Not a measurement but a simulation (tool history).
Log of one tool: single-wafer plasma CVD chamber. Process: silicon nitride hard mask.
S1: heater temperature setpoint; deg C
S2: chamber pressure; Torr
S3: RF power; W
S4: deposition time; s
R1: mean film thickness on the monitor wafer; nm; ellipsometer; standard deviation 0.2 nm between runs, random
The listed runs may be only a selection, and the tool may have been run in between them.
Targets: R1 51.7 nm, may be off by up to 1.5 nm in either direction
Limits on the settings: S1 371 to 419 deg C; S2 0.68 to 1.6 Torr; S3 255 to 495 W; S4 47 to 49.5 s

run    day   S1    S2   S3    S4      R1
  1      0  395  1.14  375  49.5    60.6
  2  0.075  395  1.11  370  49.4  59.057
  3  0.225  387  1.11  370  49.4  59.465
  4  0.408  394  1.11  370  49.4  59.557
  5  0.446  394  1.08  365  49.3  58.135
  6  0.625  394  1.05  360  49.3  56.544
  7  0.742  394  1.03  360  49.3  56.905
  8  0.942  394  1.01  355  49.3  55.458

Exactly one of the 4 candidate moves below puts every result within its allowed miss. Which one?
  A  1.142  394     1  355  49.5   ?
  B  1.142  371  1.16  330    47   ?
  C  1.142  392     1  375    47   ?
  D  1.142  404  0.95  375    47   ?

move      R1
   A  55.763
   B  51.464
   C  55.754
   D  54.857
A: further off than the last run
B: in spec on every target
C: further off than the last run
D: moves toward the targets from the last run without getting all of them in spec
B meets every target.
